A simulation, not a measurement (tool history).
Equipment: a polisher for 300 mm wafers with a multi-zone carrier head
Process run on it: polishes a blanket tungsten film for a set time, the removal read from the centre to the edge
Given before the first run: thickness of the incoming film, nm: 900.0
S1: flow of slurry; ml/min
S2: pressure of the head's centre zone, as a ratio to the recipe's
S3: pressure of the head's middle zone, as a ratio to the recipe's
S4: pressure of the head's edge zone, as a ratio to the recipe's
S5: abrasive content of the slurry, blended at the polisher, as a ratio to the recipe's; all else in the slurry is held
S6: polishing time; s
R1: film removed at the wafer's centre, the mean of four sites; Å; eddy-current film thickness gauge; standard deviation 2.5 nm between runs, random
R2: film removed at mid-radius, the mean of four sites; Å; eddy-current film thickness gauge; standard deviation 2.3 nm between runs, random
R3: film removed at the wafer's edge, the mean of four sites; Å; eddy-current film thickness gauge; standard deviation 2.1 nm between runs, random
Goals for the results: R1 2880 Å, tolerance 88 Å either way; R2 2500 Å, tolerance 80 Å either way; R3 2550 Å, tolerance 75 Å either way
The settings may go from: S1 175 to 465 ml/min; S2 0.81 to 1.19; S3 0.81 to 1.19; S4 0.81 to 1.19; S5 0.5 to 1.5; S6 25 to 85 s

run  hour   S1    S2    S3    S4    S5  S6      R1      R2      R3
  1     0  295     1     1     1     1  55  2738.5  2706.1  2723.7
  2   7.4  295  0.96     1     1     1  55  2637.5  2734.5  2707.5
  3  10.7  295  0.99  0.98  0.97     1  55  2694.9  2654.5  2707.5
  4  17.7  295  0.99  0.98  0.93     1  55  2708.3  2683.7  2683.1
  5  19.9  295  0.99  0.92  0.93     1  55  2672.9  2519.6  2645.3
  6  23.3  295  0.99  0.88  0.93     1  55  2659.9  2395.1  2640.9
  7  26.4  310  1.02   0.9  0.91  0.95  55  2713.6  2450.1  2573.8
     28.5  -- slurry nozzle cleaned
  8  28.5  315  1.04   0.9  0.91  0.95  55  2916.5  2563.2  2685.8
  9  31.6  310  1.04   0.9  0.89  0.95  55  2887.2  2542.6  2637.2
 10  37.7  305  1.04   0.9  0.88  0.95  55  2925.5  2582.2  2650.4

Exactly one of the 5 candidate moves below puts every result within its allowed miss. Which one?
  A  43.8  330  0.98  0.82  0.86   0.7  67   ?   ?   ?
  B  43.8  295  1.04  0.88  0.82  0.95  55   ?   ?   ?
  C  43.8  310  1.01   0.9  0.92  0.95  56   ?   ?   ?
  D  43.8  240  1.08  0.85  0.91  1.15  53   ?   ?   ?
  E  43.8  220  1.13  0.95  0.86   0.7  59   ?   ?   ?

move      R1      R2      R3
   A  3009.9  2557.8  2874.3
   B  2899.3  2476.8  2583.5
   C  2892.5  2582.7  2763.6
   D  3003.6  2416.8  2721.5
   E  2854.2  2418.9  2433.2
A: moves away from the targets compared with the last run
B: meets every target
C: moves away from the targets compared with the last run
D: moves away from the targets compared with the last run
E: moves the result that the last run missed by most past its target, out the other side
Go with B: it meets all targets.

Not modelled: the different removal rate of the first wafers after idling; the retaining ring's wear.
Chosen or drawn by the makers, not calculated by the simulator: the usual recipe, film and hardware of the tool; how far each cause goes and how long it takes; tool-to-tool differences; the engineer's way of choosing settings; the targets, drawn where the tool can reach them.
